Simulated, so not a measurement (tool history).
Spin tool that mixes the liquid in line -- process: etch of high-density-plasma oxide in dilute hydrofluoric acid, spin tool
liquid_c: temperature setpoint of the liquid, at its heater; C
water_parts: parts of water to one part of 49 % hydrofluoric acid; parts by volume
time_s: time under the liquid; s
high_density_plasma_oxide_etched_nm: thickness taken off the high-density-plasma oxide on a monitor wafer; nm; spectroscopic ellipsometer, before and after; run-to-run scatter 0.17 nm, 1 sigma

run	hour	liquid_c	water_parts	time_s	high_density_plasma_oxide_etched_nm
1	0.0	24.0	110	310	13.500
2	5.7	25.5	110	310	14.622
3	12.9	27.0	110	310	15.358
4	13.8	28.5	110	310	16.244
5	15.5	29.5	110	310	16.632
6	19.5	30.0	110	310	17.238
7	25.0	30.5	110	310	17.256

For run 8, what comes out?
8	28.0	32.0	100	310	?

For run 8 the tool returned high_density_plasma_oxide_etched_nm 20.757 nm.

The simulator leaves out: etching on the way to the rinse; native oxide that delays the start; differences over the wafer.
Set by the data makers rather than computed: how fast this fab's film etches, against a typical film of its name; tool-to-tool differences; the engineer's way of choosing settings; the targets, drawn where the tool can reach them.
